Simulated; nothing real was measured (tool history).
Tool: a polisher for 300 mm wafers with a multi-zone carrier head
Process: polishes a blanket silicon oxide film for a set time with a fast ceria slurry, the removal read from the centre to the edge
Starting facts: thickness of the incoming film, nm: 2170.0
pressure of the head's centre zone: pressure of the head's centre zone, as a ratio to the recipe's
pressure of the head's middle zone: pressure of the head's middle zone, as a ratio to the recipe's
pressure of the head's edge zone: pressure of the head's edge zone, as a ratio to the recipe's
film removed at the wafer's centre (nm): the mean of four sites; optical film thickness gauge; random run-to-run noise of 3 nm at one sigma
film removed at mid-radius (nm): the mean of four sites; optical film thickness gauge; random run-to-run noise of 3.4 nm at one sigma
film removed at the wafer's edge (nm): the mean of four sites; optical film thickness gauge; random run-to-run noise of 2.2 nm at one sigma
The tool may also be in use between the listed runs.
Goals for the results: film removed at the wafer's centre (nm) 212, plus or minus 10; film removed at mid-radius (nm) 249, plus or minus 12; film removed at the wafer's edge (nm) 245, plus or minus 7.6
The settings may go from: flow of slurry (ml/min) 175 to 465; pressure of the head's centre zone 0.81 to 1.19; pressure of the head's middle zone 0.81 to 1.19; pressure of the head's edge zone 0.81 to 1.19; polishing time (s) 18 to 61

run	day	flow of slurry (ml/min)	pressure of the head's centre zone	pressure of the head's middle zone	pressure of the head's edge zone	polishing time (s)	film removed at the wafer's centre (nm)	film removed at mid-radius (nm)	film removed at the wafer's edge (nm)
1	0	295	1	1	1	39	292.78	309.67	298.92
2	0.212	295	1	1.04	1	39	312.24	316.33	293.77
3	0.367	245	1	1.04	1	39	296.07	315.78	296.79
4	0.533	240	0.97	1.01	0.98	37	266.77	284.71	270.54
5	0.696	240	0.97	1.01	0.98	31	220.99	236.44	230.99
6	0.821	295	0.97	1.01	0.98	31	231.01	243.49	238.64
7	0.946	295	0.97	1.01	0.98	31	227.08	245.31	236.8
# day 1.046: worn pad replaced by a new one
8	1.046	295	0.94	1.01	1	31	255.24	263.54	260.81
9	1.35	255	0.94	0.99	0.98	33	267.36	279.8	272.91
10	1.646	240	0.84	0.98	0.98	28	197.65	231.83	229.45
11	1.988	260	0.84	0.99	0.99	28	200.75	239.04	233.58
12	2.167	275	0.84	0.99	1	28	202.61	240.01	239.6
13	2.512	280	0.85	1	1	28	201.03	233.71	237.04

Which one of the following 4 next-run settings gets every result inside its allowed miss? There is exactly one.
A	2.858	295	0.98	0.96	1.06	26	?	?	?
B	2.858	275	0.85	0.98	0.94	30	?	?	?
C	2.858	270	0.81	1.06	0.98	27	?	?	?
D	2.858	420	0.84	0.85	1.11	26	?	?	?

move	film removed at the wafer's centre (nm)	film removed at mid-radius (nm)	film removed at the wafer's edge (nm)
A	223.46	212.73	225.33
B	221.43	247.82	246.74
C	189.46	237.39	224.94
D	197.93	199.32	235.59
A: the biggest miss grows against the last run
B: every result within its allowed miss
C: corrects the largest miss of the last run, while another result sits out of spec
D: the biggest miss grows against the last run
B meets every target.
